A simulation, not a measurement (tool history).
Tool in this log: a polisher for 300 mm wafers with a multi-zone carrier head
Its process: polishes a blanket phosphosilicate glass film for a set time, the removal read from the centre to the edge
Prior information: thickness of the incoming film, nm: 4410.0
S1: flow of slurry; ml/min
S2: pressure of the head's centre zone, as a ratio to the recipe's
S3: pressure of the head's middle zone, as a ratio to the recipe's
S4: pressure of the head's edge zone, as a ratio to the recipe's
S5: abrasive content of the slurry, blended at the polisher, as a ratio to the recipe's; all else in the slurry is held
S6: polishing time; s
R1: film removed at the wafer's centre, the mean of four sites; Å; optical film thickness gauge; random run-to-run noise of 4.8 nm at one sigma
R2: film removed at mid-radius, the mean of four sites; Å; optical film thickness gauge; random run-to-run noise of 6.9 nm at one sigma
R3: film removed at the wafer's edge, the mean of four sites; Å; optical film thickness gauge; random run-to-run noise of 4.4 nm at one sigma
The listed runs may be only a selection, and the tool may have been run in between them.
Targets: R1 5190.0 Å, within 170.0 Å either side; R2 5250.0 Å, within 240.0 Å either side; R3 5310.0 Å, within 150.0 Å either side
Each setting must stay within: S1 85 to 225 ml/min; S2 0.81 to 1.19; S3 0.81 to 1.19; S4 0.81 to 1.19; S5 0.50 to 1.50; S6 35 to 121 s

run    day   S1    S2    S3    S4    S5  S6      R1      R2      R3
  1  0.000  145  1.00  1.00  1.00  1.00  78  9641.9  9732.9  9964.6
  2  0.212  140  0.99  0.99  0.97  0.90  72  8436.6  8543.0  8608.8
  3  0.417  135  0.97  0.97  0.94  0.80  68  7446.0  7544.2  7647.9
  4  0.721  120  0.97  0.97  0.94  0.80  68  7225.7  7373.7  7512.1
  5  0.946  120  0.97  0.97  0.94  0.65  68  6761.4  6680.0  6917.0
  6  1.288  115  0.96  0.97  0.92  0.60  65  6108.4  6207.4  6264.3
  7  1.517  110  0.95  0.96  0.90  0.60  64  5840.6  6032.0  6014.7
  8  1.767  105  0.94  0.94  0.88  0.60  64  5702.7  5946.1  6033.1
  9  1.996  105  0.94  0.93  0.87  0.60  63  5524.2  5701.2  5932.2
     2.212  -- slurry nozzle cleaned
 10  2.212  105  0.95  0.93  0.86  0.60  63  6125.8  5996.3  6154.2

Exercise: of the 4 proposed moves below, exactly one satisfies all targets within the stated allowed misses. Which move is it?
  A  2.429  115  0.94  0.90  0.88  0.55  51   ?   ?   ?
  B  2.429  105  0.93  0.93  0.87  0.55  56   ?   ?   ?
  C  2.429  110  0.92  0.93  0.89  0.70  46   ?   ?   ?
  D  2.429  100  1.03  0.89  0.84  0.60  51   ?   ?   ?

move      R1      R2      R3
   A  4811.4  4600.7  4883.2
   B  5152.8  5126.9  5287.2
   C  4664.9  4688.0  4871.8
   D  5352.0  4635.4  4901.2
A: pushes the last run's worst result past its target
B: in spec on every target
C: pushes the last run's worst result past its target
D: pushes the last run's worst result past its target
B is the move that brings every result within its allowed miss.
